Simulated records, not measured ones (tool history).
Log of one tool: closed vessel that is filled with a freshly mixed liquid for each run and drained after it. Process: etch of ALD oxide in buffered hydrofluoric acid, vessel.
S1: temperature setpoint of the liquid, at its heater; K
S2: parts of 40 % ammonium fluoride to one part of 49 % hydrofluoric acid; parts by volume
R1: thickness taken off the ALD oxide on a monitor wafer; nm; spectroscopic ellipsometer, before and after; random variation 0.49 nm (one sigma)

run 1 hour=0 | S1=295.15 S2=20 time_in_the_liquid_(s)=40 | R1=29.183
run 2 hour=8.9 | S1=296.15 S2=19.5 time_in_the_liquid_(s)=40 | R1=31.297
run 3 hour=11 | S1=296.15 S2=22.5 time_in_the_liquid_(s)=40 | R1=28.143
run 4 hour=19.8 | S1=297.15 S2=22 time_in_the_liquid_(s)=40 | R1=30.463
run 5 hour=22 | S1=298.65 S2=22 time_in_the_liquid_(s)=40 | R1=32.738
run 6 hour=24.7 | S1=298.65 S2=25 time_in_the_liquid_(s)=40 | R1=30.211
run 7 hour=30.5 | S1=299.15 S2=24 time_in_the_liquid_(s)=40 | R1=31.455
run 8 hour=31.6 | S1=299.65 S2=23 time_in_the_liquid_(s)=40 | R1=33.405
run 9 hour=37.6 | S1=300.15 S2=22 time_in_the_liquid_(s)=40 | R1=34.958
run 10 hour=46.6 | S1=300.65 S2=21 time_in_the_liquid_(s)=40 | R1=37.566
run 11 hour=49.1 | S1=301.15 S2=20.5 time_in_the_liquid_(s)=40 | R1=39.361
run 12 hour=52.9 | S1=301.15 S2=20 time_in_the_liquid_(s)=40 | R1=40.008
run 13 hour=60.1 | S1=301.15 S2=19.5 time_in_the_liquid_(s)=40 | R1=40.647
run 14 hour=63.4 | S1=301.15 S2=19 time_in_the_liquid_(s)=40 | R1=42.033

The next listed run, before its measurement:
run 15 hour=68 | S1=301.15 S2=18.5 time_in_the_liquid_(s)=40 | R1=?

R1: 42.403 nm
